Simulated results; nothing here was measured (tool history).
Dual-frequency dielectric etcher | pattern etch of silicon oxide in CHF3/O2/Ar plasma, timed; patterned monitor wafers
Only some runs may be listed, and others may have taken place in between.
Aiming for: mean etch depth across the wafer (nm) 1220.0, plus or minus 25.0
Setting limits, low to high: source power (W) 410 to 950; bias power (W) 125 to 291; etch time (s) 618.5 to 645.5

run    day  source power (W)  bias power (W)  etch time (s)  mean etch depth across the wafer (nm)
  1  0.000               680             208          618.5                                 1364.7
  2  0.242               660             207          618.5                                 1353.7
  3  0.400               640             205          618.5                                 1335.4
  4  0.767               620             204          618.5                                 1313.5
  5  0.996               710             204          618.5                                 1381.5
  6  1.142               690             202          618.5                                 1361.3
  7  1.217               690             202          618.5                                 1363.2
  8  1.279               670             200          618.5                                 1341.4
  9  1.446               650             199          618.5                                 1325.8
 10  1.525               630             198          618.5                                 1302.0
 11  1.604               620             197          618.5                                 1296.2
 12  1.708               610             196          618.5                                 1286.2
 13  2.004               600             195          618.5                                 1273.3
 14  2.225               590             195          618.5                                 1267.8
 15  2.408               580             195          618.5                                 1257.8
 16  2.704               570             195          618.5                                 1248.2

Which single option among these 5 for the next run brings every result within its allowed miss of target? Just one does.
  A  3.000               560             195          645.5                                      ?
  B  3.000               520             190          630.5                                      ?
  C  3.000               590             193          626.5                                      ?
  D  3.000               540             173          618.5                                      ?
  E  3.000               610             177          628.5                                      ?

move  mean etch depth across the wafer (nm)
   A                                 1290.5
   B                                 1212.4
   C                                 1273.8
   D                                 1166.4
   E                                 1254.5
A: moves away from the targets compared with the last run
B: every result lands within tolerance
C: moves away from the targets compared with the last run
D: takes the biggest miss from the last run beyond its target
E: moves away from the targets compared with the last run
Correct choice: B, which meets every target
